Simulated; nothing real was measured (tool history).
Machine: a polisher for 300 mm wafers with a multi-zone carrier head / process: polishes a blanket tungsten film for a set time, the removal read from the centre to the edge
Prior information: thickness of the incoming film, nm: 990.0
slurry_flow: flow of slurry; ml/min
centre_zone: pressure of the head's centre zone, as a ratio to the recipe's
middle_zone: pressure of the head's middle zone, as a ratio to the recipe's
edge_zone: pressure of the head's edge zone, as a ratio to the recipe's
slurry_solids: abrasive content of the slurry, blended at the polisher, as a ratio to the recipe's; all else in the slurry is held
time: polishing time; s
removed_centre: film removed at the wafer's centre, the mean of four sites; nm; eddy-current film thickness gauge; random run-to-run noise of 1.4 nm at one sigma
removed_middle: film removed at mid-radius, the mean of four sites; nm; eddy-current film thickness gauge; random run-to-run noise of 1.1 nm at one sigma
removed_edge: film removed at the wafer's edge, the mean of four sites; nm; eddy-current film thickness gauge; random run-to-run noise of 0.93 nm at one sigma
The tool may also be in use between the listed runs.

run 1 hour=0 | slurry_flow=210 centre_zone=1 middle_zone=1 edge_zone=1 slurry_solids=1 time=37 | removed_centre=247.66 removed_middle=231.19 removed_edge=230.08
run 2 hour=0.8 | slurry_flow=210 centre_zone=1 middle_zone=1 edge_zone=1 slurry_solids=1 time=46 | removed_centre=306.16 removed_middle=281.32 removed_edge=285.59
run 3 hour=6.6 | slurry_flow=210 centre_zone=1 middle_zone=1 edge_zone=1 slurry_solids=1 time=40 | removed_centre=267.78 removed_middle=249.95 removed_edge=245.04
run 4 hour=14.2 | slurry_flow=190 centre_zone=0.95 middle_zone=0.94 edge_zone=1.01 slurry_solids=0.85 time=33 | removed_centre=199.78 removed_middle=183.19 removed_edge=197.47
-- hour=20.1 centre zone pressure recalibrated
run 5 hour=20.1 | slurry_flow=190 centre_zone=0.95 middle_zone=0.94 edge_zone=1.05 slurry_solids=0.85 time=33 | removed_centre=178.17 removed_middle=185.96 removed_edge=199.98
run 6 hour=23.8 | slurry_flow=155 centre_zone=0.95 middle_zone=0.94 edge_zone=1.05 slurry_solids=0.85 time=33 | removed_centre=177.01 removed_middle=179.37 removed_edge=194.74
run 7 hour=30.5 | slurry_flow=150 centre_zone=0.93 middle_zone=0.93 edge_zone=1.03 slurry_solids=0.75 time=29 | removed_centre=144.63 removed_middle=153.5 removed_edge=163.69

Predict the results of run 8:
run 8 hour=36.7 | slurry_flow=145 centre_zone=0.91 middle_zone=0.89 edge_zone=1 slurry_solids=0.65 time=28 | removed_centre=? removed_middle=? removed_edge=?

For run 8 the tool returned removed_centre 131.11 nm, removed_middle 135.98 nm, removed_edge 151.25 nm.

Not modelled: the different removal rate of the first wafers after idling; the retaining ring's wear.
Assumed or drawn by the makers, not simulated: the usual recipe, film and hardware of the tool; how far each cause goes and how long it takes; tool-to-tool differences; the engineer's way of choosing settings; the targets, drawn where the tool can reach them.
